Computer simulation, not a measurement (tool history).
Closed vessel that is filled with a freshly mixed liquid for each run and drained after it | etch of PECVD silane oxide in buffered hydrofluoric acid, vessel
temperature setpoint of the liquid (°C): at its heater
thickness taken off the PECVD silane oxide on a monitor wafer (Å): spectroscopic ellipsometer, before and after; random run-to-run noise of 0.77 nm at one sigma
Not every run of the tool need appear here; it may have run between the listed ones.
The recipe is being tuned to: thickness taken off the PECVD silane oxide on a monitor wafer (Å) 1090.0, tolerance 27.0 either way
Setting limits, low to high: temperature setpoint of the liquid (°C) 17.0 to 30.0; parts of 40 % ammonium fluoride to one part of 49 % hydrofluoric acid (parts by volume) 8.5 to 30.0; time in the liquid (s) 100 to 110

run	hour	temperature setpoint of the liquid (°C)	parts of 40 % ammonium fluoride to one part of 49 % hydrofluoric acid (parts by volume)	time in the liquid (s)	thickness taken off the PECVD silane oxide on a monitor wafer (Å)
1	0.0	22.0	23.5	100	1704.8
2	5.5	21.5	24.5	100	1619.9
3	13.7	21.5	30.0	100	1413.8
4	16.2	21.5	30.0	110	1555.4
5	24.3	21.0	30.0	110	1514.7
6	25.4	20.5	30.0	110	1452.0
7	33.3	20.0	30.0	110	1415.0
8	37.4	19.5	30.0	110	1371.9
9	45.5	19.0	30.0	110	1358.6
10	50.7	18.5	30.0	110	1289.4
11	58.2	17.5	30.0	105	1178.7

Next run, 4 choices. One meets every target within its allowed miss, the rest don't. Which?
A	65.7	17.0	23.0	100	?
B	65.7	18.0	28.5	110	?
C	65.7	18.0	29.0	105	?
D	65.7	17.0	30.0	100	?

move	thickness taken off the PECVD silane oxide on a monitor wafer (Å)
A	1290.6
B	1295.8
C	1222.1
D	1073.6
A: the biggest miss grows against the last run
B: the biggest miss grows against the last run
C: the biggest miss grows against the last run
D: each result inside its tolerance
The right move is D.

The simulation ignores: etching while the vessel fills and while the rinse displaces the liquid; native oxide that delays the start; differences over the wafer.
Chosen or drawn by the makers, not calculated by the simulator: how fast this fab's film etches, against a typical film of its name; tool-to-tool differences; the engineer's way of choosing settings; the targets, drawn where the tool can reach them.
